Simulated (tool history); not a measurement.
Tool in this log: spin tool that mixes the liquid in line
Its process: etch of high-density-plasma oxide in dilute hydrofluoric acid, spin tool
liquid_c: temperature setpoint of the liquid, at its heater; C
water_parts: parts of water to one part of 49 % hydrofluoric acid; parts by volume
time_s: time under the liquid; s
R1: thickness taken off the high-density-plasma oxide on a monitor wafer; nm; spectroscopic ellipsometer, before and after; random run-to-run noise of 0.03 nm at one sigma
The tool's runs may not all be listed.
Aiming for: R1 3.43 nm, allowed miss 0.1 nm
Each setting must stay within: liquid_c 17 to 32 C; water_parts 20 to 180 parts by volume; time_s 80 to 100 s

{"run": 1, "day": 0.0, "liquid_c": 24, "water_parts": 100, "time_s": 100, "R1": 4.9763}
{"run": 2, "day": 0.262, "liquid_c": 22, "water_parts": 105, "time_s": 100, "R1": 4.4707}
{"run": 3, "day": 0.433, "liquid_c": 20.5, "water_parts": 110, "time_s": 100, "R1": 3.9606}
{"run": 4, "day": 0.462, "liquid_c": 23.5, "water_parts": 110, "time_s": 100, "R1": 4.4393}
{"run": 5, "day": 0.792, "liquid_c": 21.5, "water_parts": 110, "time_s": 100, "R1": 4.1342}
{"run": 6, "day": 0.942, "liquid_c": 20, "water_parts": 110, "time_s": 100, "R1": 3.8915}
{"run": 7, "day": 1.238, "liquid_c": 19, "water_parts": 110, "time_s": 100, "R1": 3.7121}
{"run": 8, "day": 1.312, "liquid_c": 18.5, "water_parts": 110, "time_s": 100, "R1": 3.6313}
{"run": 9, "day": 1.633, "liquid_c": 18, "water_parts": 110, "time_s": 100, "R1": 3.5505}

Which single option among these 5 for the next run brings every result within its allowed miss of target? Just one does.
{"run": "A", "day": 1.954, "liquid_c": 18.5, "water_parts": 110, "time_s": 85, "R1": "?"}
{"run": "B", "day": 1.954, "liquid_c": 17.5, "water_parts": 105, "time_s": 100, "R1": "?"}
{"run": "C", "day": 1.954, "liquid_c": 18, "water_parts": 105, "time_s": 95, "R1": "?"}
{"run": "D", "day": 1.954, "liquid_c": 18.5, "water_parts": 110, "time_s": 100, "R1": "?"}
{"run": "E", "day": 1.954, "liquid_c": 19.5, "water_parts": 115, "time_s": 95, "R1": "?"}

move=A R1=3.1247
move=B R1=3.7137
move=C R1=3.6025
move=D R1=3.6761
move=E R1=3.4621
A: takes the biggest miss from the last run beyond its target
B: moves away from the targets compared with the last run
C: moves away from the targets compared with the last run
D: moves away from the targets compared with the last run
E: each result inside its tolerance
So the answer is move E, the one that meets all the targets.
